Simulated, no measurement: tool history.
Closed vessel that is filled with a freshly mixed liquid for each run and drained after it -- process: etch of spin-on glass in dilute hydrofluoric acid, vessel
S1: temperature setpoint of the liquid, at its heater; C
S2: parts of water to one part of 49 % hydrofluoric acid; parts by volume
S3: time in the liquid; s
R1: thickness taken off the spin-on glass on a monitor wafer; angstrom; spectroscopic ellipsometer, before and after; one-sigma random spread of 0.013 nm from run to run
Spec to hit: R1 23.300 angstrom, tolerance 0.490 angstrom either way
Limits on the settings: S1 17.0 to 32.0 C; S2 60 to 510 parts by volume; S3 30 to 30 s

run 1 hour=0.0 | S1=24.0 S2=285 S3=30 | R1=33.197
run 2 hour=2.2 | S1=22.5 S2=290 S3=30 | R1=31.179
run 3 hour=4.0 | S1=22.5 S2=290 S3=30 | R1=31.187
run 4 hour=10.6 | S1=22.5 S2=290 S3=30 | R1=30.864
run 5 hour=19.0 | S1=22.5 S2=290 S3=30 | R1=31.030
run 6 hour=26.4 | S1=21.5 S2=295 S3=30 | R1=29.159
run 7 hour=30.0 | S1=20.5 S2=300 S3=30 | R1=27.736
run 8 hour=36.8 | S1=20.0 S2=305 S3=30 | R1=26.687

Of the 4 settings listed for the next run, only one would bring every result within its allowed miss of target. Which one?
run A hour=43.6 | S1=19.5 S2=260 S3=30 | R1=?
run B hour=43.6 | S1=17.0 S2=310 S3=30 | R1=?
run C hour=43.6 | S1=23.0 S2=310 S3=30 | R1=?
run D hour=43.6 | S1=22.5 S2=275 S3=30 | R1=?

move=A R1=32.064
move=B R1=23.437
move=C R1=29.144
move=D R1=33.372
A: moves away from the targets compared with the last run
B: all results land within tolerance of their targets
C: moves away from the targets compared with the last run
D: moves away from the targets compared with the last run
B meets every target.
